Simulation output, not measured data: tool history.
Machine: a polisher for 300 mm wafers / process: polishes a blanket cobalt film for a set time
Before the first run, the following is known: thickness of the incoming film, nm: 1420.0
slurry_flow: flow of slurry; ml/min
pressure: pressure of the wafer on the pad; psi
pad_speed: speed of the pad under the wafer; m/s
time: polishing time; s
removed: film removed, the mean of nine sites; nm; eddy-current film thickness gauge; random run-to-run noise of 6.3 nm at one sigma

run	hour	slurry_flow	pressure	pad_speed	time	removed
1	0	130	1.9	1.24	55	329.37
2	2.8	130	2.2	1.24	55	372.89
3	3.5	140	2.5	1.3	55	446.8
4	11.3	160	2.5	1.3	55	447.13
5	19	160	2.7	1.36	55	508.68
6	26.6	175	2.7	1.36	55	516.73

Run 7 has not been measured yet. What should we expect?
7	32.2	175	2.8	1.4	55	?

removed: 548.52 nm

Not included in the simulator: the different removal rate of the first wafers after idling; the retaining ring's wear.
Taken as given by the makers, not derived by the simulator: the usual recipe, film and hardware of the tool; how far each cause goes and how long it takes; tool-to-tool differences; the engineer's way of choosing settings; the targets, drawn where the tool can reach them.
